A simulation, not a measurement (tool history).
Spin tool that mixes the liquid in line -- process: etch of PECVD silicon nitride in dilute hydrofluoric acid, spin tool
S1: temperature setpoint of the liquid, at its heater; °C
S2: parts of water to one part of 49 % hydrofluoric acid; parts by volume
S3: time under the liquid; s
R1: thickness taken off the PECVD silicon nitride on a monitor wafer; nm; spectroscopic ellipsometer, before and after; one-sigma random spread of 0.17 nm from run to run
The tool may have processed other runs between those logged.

Run 1, hour 0: S1 25 °C, S2 265 parts by volume, S3 320 s. Result: R1 2.9954 nm.
Run 2, hour 1.1: S1 25 °C, S2 265 parts by volume, S3 320 s. Result: R1 3.2106 nm.
Run 3, hour 1.8: S1 25.5 °C, S2 250 parts by volume, S3 320 s. Result: R1 3.3177 nm.
Run 4, hour 6.6: S1 25.5 °C, S2 310 parts by volume, S3 320 s. Result: R1 2.6783 nm.
Run 5, hour 9.4: S1 25.5 °C, S2 250 parts by volume, S3 320 s. Result: R1 3.352 nm.
Run 6, hour 14.6: S1 25.5 °C, S2 200 parts by volume, S3 320 s. Result: R1 4.2452 nm.

For run 7, what comes out?
Run 7, hour 19.3: S1 26 °C, S2 195 parts by volume, S3 320 s. Result: R1 ?.

R1: 4.39 nm
